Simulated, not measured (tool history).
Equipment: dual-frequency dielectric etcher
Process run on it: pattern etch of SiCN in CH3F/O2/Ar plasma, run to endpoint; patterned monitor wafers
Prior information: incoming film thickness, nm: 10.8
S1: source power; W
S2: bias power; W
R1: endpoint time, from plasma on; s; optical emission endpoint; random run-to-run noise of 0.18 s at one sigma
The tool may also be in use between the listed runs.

run 1 hour=0.0 | S1=530 S2=69 | R1=25.979
run 2 hour=3.0 | S1=590 S2=69 | R1=24.653
run 3 hour=4.0 | S1=540 S2=67 | R1=25.863
run 4 hour=11.9 | S1=540 S2=61 | R1=26.837
run 5 hour=13.1 | S1=540 S2=68 | R1=25.650
run 6 hour=15.9 | S1=500 S2=66 | R1=26.993

Predict the results of run 7:
run 7 hour=23.2 | S1=470 S2=65 | R1=?

{"run 7": {"R1": 27.801}}
